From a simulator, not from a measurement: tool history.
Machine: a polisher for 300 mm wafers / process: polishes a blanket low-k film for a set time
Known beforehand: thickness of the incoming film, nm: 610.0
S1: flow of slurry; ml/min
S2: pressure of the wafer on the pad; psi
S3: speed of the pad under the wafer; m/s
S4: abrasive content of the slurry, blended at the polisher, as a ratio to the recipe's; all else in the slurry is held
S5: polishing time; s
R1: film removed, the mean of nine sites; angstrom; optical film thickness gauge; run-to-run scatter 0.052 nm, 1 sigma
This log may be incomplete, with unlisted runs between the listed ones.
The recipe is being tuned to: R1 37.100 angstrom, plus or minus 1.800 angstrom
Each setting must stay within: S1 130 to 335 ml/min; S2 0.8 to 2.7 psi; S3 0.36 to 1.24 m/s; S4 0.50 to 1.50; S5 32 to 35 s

| run | hour | S1 | S2 | S3 | S4 | S5 | R1 |
|---|---|---|---|---|---|---|---|
| 1 | 0.0 | 215 | 1.7 | 0.80 | 1.00 | 35 | 113.160 |
| 2 | 4.9 | 215 | 1.5 | 0.80 | 1.00 | 35 | 102.850 |
| 3 | 12.7 | 215 | 1.5 | 0.64 | 1.00 | 35 | 85.625 |
| 4 | 18.2 | 215 | 1.3 | 0.56 | 0.95 | 34 | 64.156 |
| 5 | 23.7 | 215 | 1.3 | 0.56 | 0.80 | 34 | 57.720 |
| 6 | 26.6 | 215 | 1.2 | 0.54 | 0.80 | 34 | 51.547 |
| 7 | 31.8 | 215 | 1.1 | 0.52 | 0.80 | 34 | 45.898 |
| 8 | 32.8 | 215 | 1.0 | 0.52 | 0.80 | 34 | 42.254 |

5 next moves are on the table. One of them brings every result within its allowed miss. Which?
| A | 33.8 | 210 | 1.3 | 0.50 | 0.85 | 35 | ? |
| B | 33.8 | 190 | 1.2 | 0.60 | 0.70 | 35 | ? |
| C | 33.8 | 225 | 1.1 | 0.52 | 0.80 | 35 | ? |
| D | 33.8 | 190 | 1.2 | 0.58 | 0.60 | 34 | ? |
| E | 33.8 | 210 | 1.1 | 0.38 | 0.80 | 35 | ? |

| move | R1 |
|---|---|
| A | 54.909 |
| B | 51.695 |
| C | 47.091 |
| D | 44.146 |
| E | 36.303 |
A: misses by more than the last run did
B: misses by more than the last run did
C: misses by more than the last run did
D: misses by more than the last run did
E: all results land within tolerance of their targets
So the answer is move E, the one that meets all the targets.
